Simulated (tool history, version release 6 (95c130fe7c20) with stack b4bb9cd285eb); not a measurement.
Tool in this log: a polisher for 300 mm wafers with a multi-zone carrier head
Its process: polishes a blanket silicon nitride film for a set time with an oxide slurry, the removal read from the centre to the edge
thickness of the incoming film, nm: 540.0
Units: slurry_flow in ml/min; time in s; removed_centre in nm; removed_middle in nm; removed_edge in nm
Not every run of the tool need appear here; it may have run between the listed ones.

run,hour,slurry_flow,centre_zone,middle_zone,edge_zone,slurry_solids,time,removed_centre,removed_middle,removed_edge
1,0.0,290,1.00,1.00,1.00,1.00,65,30.321,30.109,30.788
2,0.7,290,1.00,0.99,0.98,0.95,62,28.436,27.809,28.427
3,5.5,290,1.00,0.99,0.94,0.95,62,27.961,28.351,27.841
4,10.7,290,1.00,0.99,0.94,0.80,62,26.852,26.790,26.400
5,18.9,230,1.00,0.99,0.94,0.80,62,25.131,25.209,25.810
6,25.5,240,1.00,0.98,0.93,0.75,59,24.225,23.838,23.596
7,31.5,240,1.00,0.98,0.93,0.75,59,23.606,23.796,23.774
8,38.3,240,1.00,0.97,0.92,0.70,57,22.606,22.572,22.252
9,45.3,235,1.00,0.96,0.91,0.70,56,21.421,21.560,21.910
10,47.2,245,1.01,0.95,0.90,0.70,54,21.904,20.488,21.194
11,52.5,250,1.01,0.95,0.89,0.70,52,20.779,20.180,20.217
# hour 57.6: edge zone pressure recalibrated
12,57.6,255,1.01,0.94,0.88,0.70,51,20.521,19.278,19.302
13,59.7,260,1.00,0.93,0.87,0.70,50,20.364,18.889,18.624

Estimate the outcome of run 14 from the log above:
14,65.0,250,0.98,0.92,0.86,0.70,50,?,?,?

{"run 14": {"removed_centre": 19.862, "removed_middle": 18.837, "removed_edge": 18.494}}
